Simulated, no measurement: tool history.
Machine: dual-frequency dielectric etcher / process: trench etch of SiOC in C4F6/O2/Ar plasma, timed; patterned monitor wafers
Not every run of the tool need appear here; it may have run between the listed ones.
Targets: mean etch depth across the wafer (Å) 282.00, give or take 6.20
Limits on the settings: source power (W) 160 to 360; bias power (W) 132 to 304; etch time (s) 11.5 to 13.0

run,hour,source power (W),bias power (W),etch time (s),mean etch depth across the wafer (Å)
1,0.0,260,218,13.0,246.22
2,5.9,260,218,13.0,247.86
3,8.5,260,238,13.0,258.00
4,14.8,270,240,13.0,264.12
5,23.4,270,240,13.0,261.43
6,25.1,280,242,13.0,268.65
7,26.0,280,243,13.0,267.71
8,28.5,290,244,13.0,270.64
9,35.7,290,245,13.0,271.11
10,42.1,290,246,13.0,273.63
11,47.0,290,247,13.0,273.22
12,52.4,290,248,13.0,270.43
13,57.4,290,250,13.0,271.37

4 candidate next runs follow, results not yet known. Just one meets every target within its allowed miss. Identify it.
A,62.4,300,253,13.0,?
B,62.4,310,222,13.0,?
C,62.4,290,252,12.5,?
D,62.4,330,268,11.5,?

move,mean etch depth across the wafer (Å)
A,281.53
B,266.54
C,267.13
D,264.53
A: all results in spec
B: its largest miss is bigger than the last run's
C: its largest miss is bigger than the last run's
D: its largest miss is bigger than the last run's
A is the move that brings every result within its allowed miss.
